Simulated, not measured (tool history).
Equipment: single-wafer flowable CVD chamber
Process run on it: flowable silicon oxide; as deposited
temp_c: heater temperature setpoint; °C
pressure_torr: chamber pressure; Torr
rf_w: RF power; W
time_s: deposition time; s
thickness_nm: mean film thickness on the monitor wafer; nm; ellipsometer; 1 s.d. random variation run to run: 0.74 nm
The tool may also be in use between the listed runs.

run  hour  temp_c  pressure_torr  rf_w  time_s  thickness_nm
  1   0.0     105           1.11  2105     321        243.55
  2   8.5     104           1.11  2105     321        254.65
  3  10.6     104           1.11  2105     321        254.90
  4  14.2     104           1.11  1915     321        250.92
  5  15.3     104           0.99  1915     321        222.68
  6  16.9     103           0.99  1915     321        231.54
  7  22.3     102           0.99  1915     321        240.15
  8  27.5     101           0.99  1915     321        250.10
  9  30.3      95           0.99  1915     321        311.70

The next listed run, before its measurement:
 10  38.9      96           0.99  1915     321             ?

Logged for run 10: thickness_nm 299.25 nm.
